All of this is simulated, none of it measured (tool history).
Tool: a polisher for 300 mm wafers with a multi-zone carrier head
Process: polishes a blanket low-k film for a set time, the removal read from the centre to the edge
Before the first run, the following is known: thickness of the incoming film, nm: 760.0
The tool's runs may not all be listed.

run  hour  flow of slurry (ml/min)  pressure of the head's centre zone  pressure of the head's middle zone  pressure of the head's edge zone  abrasive content of the slurry  polishing time (s)  film removed at the wafer's centre (nm)  film removed at mid-radius (nm)  film removed at the wafer's edge (nm)
  1     0                      185                                   1                                   1                                 1                               1                  51                                   17.875                           18.313                                 17.867
  2   7.8                      185                                0.97                                   1                                 1                               1                  51                                   17.225                           18.204                                 17.672
  3   8.4                      190                                0.97                                   1                              1.02                               1                  51                                   17.312                           18.425                                 18.153
  4  12.3                      195                                0.97                                   1                              1.03                               1                  51                                   17.505                           18.245                                 18.221
  5  20.4                      195                                0.97                                1.03                              1.03                               1                  51                                   17.481                           18.676                                 18.164
  6  23.2                      200                                0.97                                1.03                              1.04                               1                  51                                   17.264                           18.753                                 18.342
  7  26.3                      200                                0.97                                1.03                              1.04                               1                  51                                   17.618                           18.829                                 18.218
  8  28.3                      205                                0.97                                1.03                              1.05                               1                  51                                   17.435                           18.735                                 18.409

Predict the results of run 9:
  9  36.4                      255                                0.99                                0.99                              1.14                            1.05                  51                                        ?                                ?                                      ?

Run 9 yielded film removed at the wafer's centre (nm) 18.988, film removed at mid-radius (nm) 19.164, film removed at the wafer's edge (nm) 20.453.

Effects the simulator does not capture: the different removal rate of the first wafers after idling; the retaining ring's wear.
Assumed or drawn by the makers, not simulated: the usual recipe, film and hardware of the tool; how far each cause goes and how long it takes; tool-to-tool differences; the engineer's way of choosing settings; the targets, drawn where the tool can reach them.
